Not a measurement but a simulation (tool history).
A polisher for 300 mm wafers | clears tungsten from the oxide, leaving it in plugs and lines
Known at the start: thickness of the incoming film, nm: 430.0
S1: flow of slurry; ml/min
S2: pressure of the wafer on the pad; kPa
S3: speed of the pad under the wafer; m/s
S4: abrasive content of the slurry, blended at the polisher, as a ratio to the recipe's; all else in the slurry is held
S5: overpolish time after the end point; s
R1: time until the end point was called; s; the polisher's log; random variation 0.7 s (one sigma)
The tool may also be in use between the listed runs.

run,hour,S1,S2,S3,S4,S5,R1
1,0,175,31,1.04,1,32,82.62
2,6.1,175,33.1,1.04,1,32,77.198
3,8.9,175,33.1,1.04,0.9,32,78.759
4,14.2,175,33.1,1.04,0.9,32,78.331
5,16.1,200,33.1,1.04,0.9,32,78.08
6,18.5,200,35.2,1.04,0.9,32,73.536
7,25.8,200,36.5,1.04,0.9,32,71.903
8,27.9,200,37.9,1.04,0.9,32,68.482
9,35.8,200,39.3,1.04,0.9,32,68.201

Run 10 comes next. What will it give?
10,42.6,200,40.7,1.04,0.9,32,?

R1: 65.32 s
